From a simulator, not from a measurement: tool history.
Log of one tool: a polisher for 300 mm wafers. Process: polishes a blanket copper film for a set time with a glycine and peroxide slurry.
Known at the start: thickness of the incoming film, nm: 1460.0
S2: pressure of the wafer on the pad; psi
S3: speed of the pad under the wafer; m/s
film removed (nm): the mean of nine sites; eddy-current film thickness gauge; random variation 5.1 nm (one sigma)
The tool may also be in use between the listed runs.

Run 1, day 0.000: flow of slurry (ml/min) 220, S2 3.0 psi, S3 0.96 m/s, polishing time (s) 51. Result: film removed (nm) 242.59.
Run 2, day 0.046: flow of slurry (ml/min) 220, S2 3.0 psi, S3 0.96 m/s, polishing time (s) 46. Result: film removed (nm) 224.00.
Run 3, day 0.150: flow of slurry (ml/min) 170, S2 3.0 psi, S3 0.96 m/s, polishing time (s) 46. Result: film removed (nm) 211.77.
Run 4, day 0.312: flow of slurry (ml/min) 175, S2 3.2 psi, S3 0.96 m/s, polishing time (s) 46. Result: film removed (nm) 233.26.
Run 5, day 0.604: flow of slurry (ml/min) 175, S2 3.3 psi, S3 0.96 m/s, polishing time (s) 46. Result: film removed (nm) 228.61.
Run 6, day 0.933: flow of slurry (ml/min) 175, S2 3.3 psi, S3 0.86 m/s, polishing time (s) 46. Result: film removed (nm) 211.02.
Run 7, day 1.042: flow of slurry (ml/min) 175, S2 3.5 psi, S3 0.88 m/s, polishing time (s) 46. Result: film removed (nm) 219.86.
Run 8, day 1.383: flow of slurry (ml/min) 175, S2 3.6 psi, S3 0.92 m/s, polishing time (s) 46. Result: film removed (nm) 239.77.
Run 9, day 1.725: flow of slurry (ml/min) 175, S2 3.7 psi, S3 0.94 m/s, polishing time (s) 46. Result: film removed (nm) 250.01.

Forecast run 10:
Run 10, day 1.792: flow of slurry (ml/min) 175, S2 3.8 psi, S3 0.96 m/s, polishing time (s) 46. Result: film removed (nm) ?.

Run 10 gave film removed (nm) 256.61.

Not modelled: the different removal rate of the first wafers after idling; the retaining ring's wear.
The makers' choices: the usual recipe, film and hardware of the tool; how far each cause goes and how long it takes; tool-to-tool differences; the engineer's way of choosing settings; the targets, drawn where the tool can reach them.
